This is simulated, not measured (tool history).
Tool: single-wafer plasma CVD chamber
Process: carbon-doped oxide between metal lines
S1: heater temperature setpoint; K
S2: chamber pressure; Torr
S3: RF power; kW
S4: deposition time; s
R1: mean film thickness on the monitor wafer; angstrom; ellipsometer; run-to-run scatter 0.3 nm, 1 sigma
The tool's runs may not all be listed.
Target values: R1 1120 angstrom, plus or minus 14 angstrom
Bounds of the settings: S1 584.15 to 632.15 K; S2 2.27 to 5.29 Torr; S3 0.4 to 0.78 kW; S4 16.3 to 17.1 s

run,hour,S1,S2,S3,S4,R1
1,0,608.15,3.78,0.59,17.1,946.22
2,3.6,606.15,3.9,0.6,17.1,968.25
3,7.4,604.15,4.02,0.605,17.1,978.8
4,8.9,602.15,4.1,0.615,17.1,996.49
5,10.6,601.15,4.18,0.62,17.1,1002.8
6,15.2,612.15,4.18,0.62,17.1,976.58
7,18.6,610.15,4.28,0.625,17.1,989.18
8,22.5,608.15,4.37,0.63,17.1,999.96
9,27.4,606.15,4.44,0.635,17.1,1012
10,36.4,604.15,4.5,0.64,17.1,1023.8
11,42.4,603.15,4.56,0.645,17.1,1034.7
12,44.7,602.15,4.62,0.65,17.1,1041.9
13,53.2,601.15,4.67,0.655,17.1,1047.4
14,60.5,600.15,4.72,0.66,17.1,1060

Which of these 4 next moves meets every target?
A,67.8,606.15,4.51,0.78,17.1,?
B,67.8,602.15,4.95,0.765,16.4,?
C,67.8,602.15,4.56,0.71,17.1,?
D,67.8,600.15,5.02,0.69,17,?

move,R1
A,1127.4
B,1099.1
C,1091.1
D,1091.8
A: hits every target within its allowed miss
B: closer than the last run, but not yet in spec
C: closer than the last run, but not yet in spec
D: closer than the last run, but not yet in spec
Move A is the one to make.

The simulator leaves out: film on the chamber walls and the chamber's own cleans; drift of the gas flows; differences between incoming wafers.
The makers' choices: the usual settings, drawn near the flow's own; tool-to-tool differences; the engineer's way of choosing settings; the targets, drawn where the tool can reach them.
